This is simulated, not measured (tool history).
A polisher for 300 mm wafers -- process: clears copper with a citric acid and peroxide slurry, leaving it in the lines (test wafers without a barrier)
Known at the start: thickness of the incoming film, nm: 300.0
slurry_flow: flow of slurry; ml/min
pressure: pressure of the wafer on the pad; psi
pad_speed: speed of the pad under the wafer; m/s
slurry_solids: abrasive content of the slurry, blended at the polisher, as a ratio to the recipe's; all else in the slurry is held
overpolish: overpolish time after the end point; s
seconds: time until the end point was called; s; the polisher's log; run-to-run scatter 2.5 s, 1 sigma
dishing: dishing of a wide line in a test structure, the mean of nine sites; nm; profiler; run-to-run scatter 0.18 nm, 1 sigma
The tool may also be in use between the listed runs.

run  hour  slurry_flow  pressure  pad_speed  slurry_solids  overpolish  seconds  dishing
  1   0.0          150       3.0       1.14           1.00          14   129.32   16.355
  2   3.6          145       2.7       1.14           1.00          15   145.33   16.056
  3   8.7          140       2.5       1.14           1.00          16   160.09   15.892
  4  11.6          140       2.5       1.14           1.00          21   158.95   18.233
  5  19.0          140       2.5       1.14           1.15          21   155.48   18.703
  6  20.3          140       2.5       1.30           1.15          21   133.37   19.297

Run 7 comes next. What will it give?
  7  22.2          135       2.3       1.30           1.15          21        ?        ?

Logged for run 7: seconds 144.15 s, dishing 18.901 nm.
